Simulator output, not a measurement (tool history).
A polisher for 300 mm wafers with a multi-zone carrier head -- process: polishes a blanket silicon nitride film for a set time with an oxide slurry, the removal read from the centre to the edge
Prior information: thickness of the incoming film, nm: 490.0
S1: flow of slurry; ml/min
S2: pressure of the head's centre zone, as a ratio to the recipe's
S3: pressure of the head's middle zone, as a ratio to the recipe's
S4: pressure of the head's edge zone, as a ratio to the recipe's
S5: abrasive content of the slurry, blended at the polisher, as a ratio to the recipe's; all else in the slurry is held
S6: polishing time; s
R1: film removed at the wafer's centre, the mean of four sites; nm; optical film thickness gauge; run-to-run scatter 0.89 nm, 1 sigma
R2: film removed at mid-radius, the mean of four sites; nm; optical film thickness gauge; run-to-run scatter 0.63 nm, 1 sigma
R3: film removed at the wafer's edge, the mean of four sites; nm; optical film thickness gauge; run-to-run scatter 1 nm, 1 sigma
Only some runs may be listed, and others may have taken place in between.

run 1 hour=0 | S1=160 S2=1 S3=1 S4=1 S5=1 S6=64 | R1=63.601 R2=60.658 R3=61.003
run 2 hour=6 | S1=160 S2=1.08 S3=1 S4=1 S5=1 S6=64 | R1=69.49 R2=60.866 R3=62.555
run 3 hour=9.5 | S1=160 S2=1.03 S3=1 S4=1 S5=1 S6=64 | R1=66.997 R2=61.068 R3=61.333
run 4 hour=17.9 | S1=160 S2=1.03 S3=1 S4=0.93 S5=1 S6=64 | R1=66.306 R2=60.312 R3=60.272
run 5 hour=22.5 | S1=160 S2=1.02 S3=1.01 S4=0.99 S5=1.15 S6=65 | R1=69.174 R2=66.424 R3=65.165
run 6 hour=27.7 | S1=160 S2=0.95 S3=1.01 S4=0.99 S5=1.15 S6=65 | R1=67.466 R2=64.809 R3=66.718

Expected results for the next run?
run 7 hour=28.5 | S1=160 S2=0.95 S3=1.01 S4=0.99 S5=1.15 S6=65 | R1=? R2=? R3=?

Run 7 gave R1 66.629 nm, R2 66.849 nm, R3 65.036 nm.

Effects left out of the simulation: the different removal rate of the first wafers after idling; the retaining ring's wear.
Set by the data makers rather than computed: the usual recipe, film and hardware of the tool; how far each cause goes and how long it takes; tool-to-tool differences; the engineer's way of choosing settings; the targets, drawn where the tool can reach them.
